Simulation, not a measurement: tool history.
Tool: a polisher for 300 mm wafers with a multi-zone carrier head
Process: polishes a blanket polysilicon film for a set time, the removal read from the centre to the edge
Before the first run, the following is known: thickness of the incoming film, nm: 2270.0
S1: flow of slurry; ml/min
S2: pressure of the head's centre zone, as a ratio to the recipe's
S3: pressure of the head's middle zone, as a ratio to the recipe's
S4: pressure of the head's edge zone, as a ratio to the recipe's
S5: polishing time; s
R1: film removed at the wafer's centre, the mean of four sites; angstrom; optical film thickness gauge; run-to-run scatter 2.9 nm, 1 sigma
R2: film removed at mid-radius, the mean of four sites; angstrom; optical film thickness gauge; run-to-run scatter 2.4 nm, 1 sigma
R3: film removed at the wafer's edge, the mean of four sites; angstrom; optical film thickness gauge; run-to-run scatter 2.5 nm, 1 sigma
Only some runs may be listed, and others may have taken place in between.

run  hour   S1    S2    S3    S4  S5      R1      R2      R3
  1     0  265     1     1     1  44  3434.6  3318.5  3431.2
  2   1.7  265     1     1  1.04  44  3504.8  3298.8  3488.9
  3   4.9  260  0.99     1  1.03  44  3438.2  3359.1  3425.2
  4   9.1  260  0.99     1  1.07  44  3439.4  3364.5  3508.8
  5  10.2  255  0.98     1  1.06  44  3369.6  3363.5  3428.6
  6  12.1  255  0.98     1  1.01  44    3421  3329.6  3433.8
  7  13.5  255  0.96     1  1.01  44  3320.2  3355.5  3424.2
  8  19.3  250  0.95  0.99  1.01  44  3294.3  3242.6    3420
  9  27.4  245  0.94  0.99  1.01  44  3282.4  3270.7  3422.6
 10  31.7  245  0.94  0.99  1.01  44  3270.3  3256.6  3400.3
 11  34.5  245  0.94  0.99  1.01  44  3237.5  3257.5  3468.5
 12    43  245  0.93  0.99  1.01  44    3232  3286.4  3425.9
 13  44.2  245  0.93  0.99  1.01  44    3205  3270.4  3373.3
 14    53  245  0.92  0.99  1.01  44    3180  3314.5  3378.6
 15    56  240  0.91  0.99  1.01  44  3160.2  3299.4  3402.1
 16  61.5  240   0.9  0.99  1.01  44  3165.4  3302.3  3381.9
 17  66.8  235  0.89  0.99  1.01  44  3063.5  3254.1  3433.2

Forecast run 18:
 18  74.8  235  0.89  0.99   1  44   ?   ?   ?

{"run 18": {"R1": 3038.2, "R2": 3252.6, "R3": 3345.8}}

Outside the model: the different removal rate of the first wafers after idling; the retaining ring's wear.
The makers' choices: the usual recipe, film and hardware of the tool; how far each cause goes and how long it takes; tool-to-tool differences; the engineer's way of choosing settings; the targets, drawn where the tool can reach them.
